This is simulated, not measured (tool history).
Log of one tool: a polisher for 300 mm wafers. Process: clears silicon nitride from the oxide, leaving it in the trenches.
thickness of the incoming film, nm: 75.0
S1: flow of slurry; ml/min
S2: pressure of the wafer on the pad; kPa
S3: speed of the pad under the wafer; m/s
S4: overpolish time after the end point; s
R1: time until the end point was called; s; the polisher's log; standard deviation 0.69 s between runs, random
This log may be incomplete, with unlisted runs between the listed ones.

Run 1, hour 0.0: S1 205 ml/min, S2 14.5 kPa, S3 1.26 m/s, S4 24 s. Result: R1 73.258 s.
Run 2, hour 4.1: S1 205 ml/min, S2 15.2 kPa, S3 1.26 m/s, S4 24 s. Result: R1 71.554 s.
Run 3, hour 12.7: S1 175 ml/min, S2 15.2 kPa, S3 1.26 m/s, S4 24 s. Result: R1 71.013 s.
Run 4, hour 14.2: S1 175 ml/min, S2 15.2 kPa, S3 1.02 m/s, S4 24 s. Result: R1 88.187 s.
Run 5, hour 19.0: S1 175 ml/min, S2 16.5 kPa, S3 1.02 m/s, S4 24 s. Result: R1 80.977 s.
Run 6, hour 20.7: S1 175 ml/min, S2 16.5 kPa, S3 0.80 m/s, S4 24 s. Result: R1 101.740 s.
Run 7, hour 25.7: S1 175 ml/min, S2 17.9 kPa, S3 0.84 m/s, S4 24 s. Result: R1 88.948 s.
Run 8, hour 32.4: S1 175 ml/min, S2 19.3 kPa, S3 0.86 m/s, S4 24 s. Result: R1 80.680 s.
Run 9, hour 40.9: S1 175 ml/min, S2 20.0 kPa, S3 0.88 m/s, S4 24 s. Result: R1 78.970 s.

The next listed run, before its measurement:
Run 10, hour 45.8: S1 175 ml/min, S2 20.7 kPa, S3 0.92 m/s, S4 24 s. Result: R1 ?.

Logged for run 10: R1 71.604 s.
